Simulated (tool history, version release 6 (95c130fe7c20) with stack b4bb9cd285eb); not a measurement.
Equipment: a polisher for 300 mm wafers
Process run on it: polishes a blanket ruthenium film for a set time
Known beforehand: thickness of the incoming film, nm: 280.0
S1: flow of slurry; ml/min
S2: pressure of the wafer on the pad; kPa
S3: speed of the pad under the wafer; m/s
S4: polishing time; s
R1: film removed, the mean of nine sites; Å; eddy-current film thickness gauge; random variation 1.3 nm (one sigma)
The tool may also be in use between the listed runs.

{"run": 1, "hour": 0.0, "S1": 145, "S2": 15.9, "S3": 1.18, "S4": 94, "R1": 1502.7}
{"run": 2, "hour": 5.5, "S1": 160, "S2": 17.2, "S3": 1.18, "S4": 94, "R1": 1638.6}
{"run": 3, "hour": 6.4, "S1": 165, "S2": 18.6, "S3": 1.18, "S4": 94, "R1": 1736.6}
{"run": 4, "hour": 7.3, "S1": 165, "S2": 20.0, "S3": 1.18, "S4": 94, "R1": 1868.9}
{"run": 5, "hour": 12.1, "S1": 165, "S2": 20.0, "S3": 0.88, "S4": 94, "R1": 1402.8}
{"run": 6, "hour": 16.6, "S1": 170, "S2": 21.4, "S3": 0.92, "S4": 94, "R1": 1552.7}

The next listed run, before its measurement:
{"run": 7, "hour": 23.0, "S1": 175, "S2": 22.1, "S3": 0.96, "S4": 94, "R1": "?"}

{"run 7": {"R1": 1690.8}}
